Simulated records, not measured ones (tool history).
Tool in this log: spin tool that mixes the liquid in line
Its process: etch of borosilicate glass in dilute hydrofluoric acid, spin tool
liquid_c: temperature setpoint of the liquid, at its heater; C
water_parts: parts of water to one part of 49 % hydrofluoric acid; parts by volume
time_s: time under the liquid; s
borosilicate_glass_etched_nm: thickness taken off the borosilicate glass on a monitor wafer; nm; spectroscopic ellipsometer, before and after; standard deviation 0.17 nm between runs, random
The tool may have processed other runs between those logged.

run	day	liquid_c	water_parts	time_s	borosilicate_glass_etched_nm
1	0	22	90	55	13.87
2	0.362	22	105	55	11.706
3	0.608	24.5	105	55	13.014
4	0.95	21.5	105	55	11.572
5	1.321	24	105	55	12.741
6	1.442	26	80	55	18.698
7	1.779	26	80	55	18.624
8	2.104	27	65	55	24.503
9	2.246	28	60	55	27.562
10	2.55	28.5	55	55	31.028
11	2.612	29	50	55	34.986
12	2.867	29.5	50	55	35.896
13	3.012	30	50	55	36.454

For run 14, what comes out?
14	3.325	30	45	55	?

borosilicate_glass_etched_nm: 40.712 nm
